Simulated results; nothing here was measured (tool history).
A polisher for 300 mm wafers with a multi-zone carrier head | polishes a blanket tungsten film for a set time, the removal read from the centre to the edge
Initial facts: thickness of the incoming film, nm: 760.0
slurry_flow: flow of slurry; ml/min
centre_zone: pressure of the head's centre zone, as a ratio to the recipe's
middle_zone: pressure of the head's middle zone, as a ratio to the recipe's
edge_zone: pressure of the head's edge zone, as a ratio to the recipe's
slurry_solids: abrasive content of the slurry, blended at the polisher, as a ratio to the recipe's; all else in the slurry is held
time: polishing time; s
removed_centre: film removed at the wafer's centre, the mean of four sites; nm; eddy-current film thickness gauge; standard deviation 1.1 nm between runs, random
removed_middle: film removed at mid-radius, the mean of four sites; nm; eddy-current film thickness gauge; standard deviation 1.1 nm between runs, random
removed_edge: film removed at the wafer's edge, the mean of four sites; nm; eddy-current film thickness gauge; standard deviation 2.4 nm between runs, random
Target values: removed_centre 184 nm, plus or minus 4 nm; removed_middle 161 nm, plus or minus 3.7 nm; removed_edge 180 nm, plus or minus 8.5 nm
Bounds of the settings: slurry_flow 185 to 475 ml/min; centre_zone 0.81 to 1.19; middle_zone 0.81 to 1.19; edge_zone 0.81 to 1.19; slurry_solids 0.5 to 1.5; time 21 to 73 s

run,hour,slurry_flow,centre_zone,middle_zone,edge_zone,slurry_solids,time,removed_centre,removed_middle,removed_edge
1,0,305,1,1,1,1,47,219.95,222.25,222.14
2,0.9,350,1,1,1,1,47,223.02,223.13,229.65
3,8.3,345,1,0.97,0.98,0.9,47,214.69,210.88,219.95
4,16.2,345,1,0.97,0.92,0.9,47,214.14,212.17,214.95
5,19.7,335,1,0.94,0.91,0.8,47,211.01,202.31,205.52
6,21.7,335,1,1.03,0.91,0.8,47,208.77,217.32,207.65
7,28.1,335,1,1.03,0.91,0.8,47,210.55,217.54,204.4
8,33,330,1,0.99,0.91,0.75,47,207.06,203.13,205.61
9,39.2,320,1.01,0.89,0.81,0.5,44,177.68,162.58,162.69
10,45.7,325,1.01,0.88,0.84,0.5,44,177.13,160.58,167.2
11,47.5,330,1.01,0.88,0.85,0.5,44,176.81,162.23,172.12
12,55.5,335,1.02,0.88,0.86,0.5,44,180.2,163.16,169.57
13,63.9,335,1.02,0.88,0.86,0.5,44,178.3,162.12,169.71
14,65.7,335,1.02,0.87,0.87,0.5,44,177.3,161.51,169.95
15,71,335,1.03,0.86,0.88,0.5,44,179.68,159.02,167.52

5 candidate next runs follow, results not yet known. Just one meets every target within its allowed miss. Identify it.
A,76.3,310,1.06,0.89,1,0.55,43,?,?,?
B,76.3,360,1.16,1,0.81,0.5,42,?,?,?
C,76.3,375,1.15,0.99,0.84,0.55,41,?,?,?
D,76.3,340,1.01,0.86,0.91,0.55,43,?,?,?
E,76.3,260,1.01,0.89,0.93,0.65,42,?,?,?

move,removed_centre,removed_middle,removed_edge
A,182.1,162.64,181.3
B,192.58,170.07,158.46
C,191.36,169.22,161.21
D,175.22,160.34,174.52
E,173.38,162.66,175.83
A: every result within its allowed miss
B: misses by more than the last run did
C: misses by more than the last run did
D: gets the furthest-off result to its target, but another result is out of tolerance
E: gets the furthest-off result to its target, but another result is out of tolerance
A is the move that brings every result within its allowed miss.
